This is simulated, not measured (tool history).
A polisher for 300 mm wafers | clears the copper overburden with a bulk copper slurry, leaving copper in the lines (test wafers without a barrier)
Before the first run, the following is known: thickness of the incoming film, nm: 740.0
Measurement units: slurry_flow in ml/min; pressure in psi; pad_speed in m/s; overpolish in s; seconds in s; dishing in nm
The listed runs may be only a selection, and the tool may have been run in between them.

run 1 hour=0 | slurry_flow=275 pressure=2.1 pad_speed=1.06 slurry_solids=1 overpolish=22 | seconds=118.73 dishing=71.202
run 2 hour=8 | slurry_flow=275 pressure=1.9 pad_speed=1.06 slurry_solids=1 overpolish=22 | seconds=129.47 dishing=65.083
run 3 hour=12 | slurry_flow=275 pressure=2.2 pad_speed=1.06 slurry_solids=1 overpolish=22 | seconds=114.34 dishing=73.306
run 4 hour=16.7 | slurry_flow=275 pressure=1.9 pad_speed=1.04 slurry_solids=1 overpolish=23 | seconds=136.74 dishing=63.555
run 5 hour=21.8 | slurry_flow=275 pressure=1.8 pad_speed=1.04 slurry_solids=1 overpolish=24 | seconds=140.16 dishing=64.624
run 6 hour=27.4 | slurry_flow=275 pressure=1.8 pad_speed=1.18 slurry_solids=1 overpolish=24 | seconds=124.88 dishing=68.643
run 7 hour=30.6 | slurry_flow=275 pressure=1.6 pad_speed=1.18 slurry_solids=1 overpolish=25 | seconds=139.47 dishing=63.801

Run 8 comes next. What will it give?
run 8 hour=35.5 | slurry_flow=275 pressure=1.5 pad_speed=1.18 slurry_solids=1 overpolish=25 | seconds=? dishing=?

seconds: 146.34 s
dishing: 61.909 nm

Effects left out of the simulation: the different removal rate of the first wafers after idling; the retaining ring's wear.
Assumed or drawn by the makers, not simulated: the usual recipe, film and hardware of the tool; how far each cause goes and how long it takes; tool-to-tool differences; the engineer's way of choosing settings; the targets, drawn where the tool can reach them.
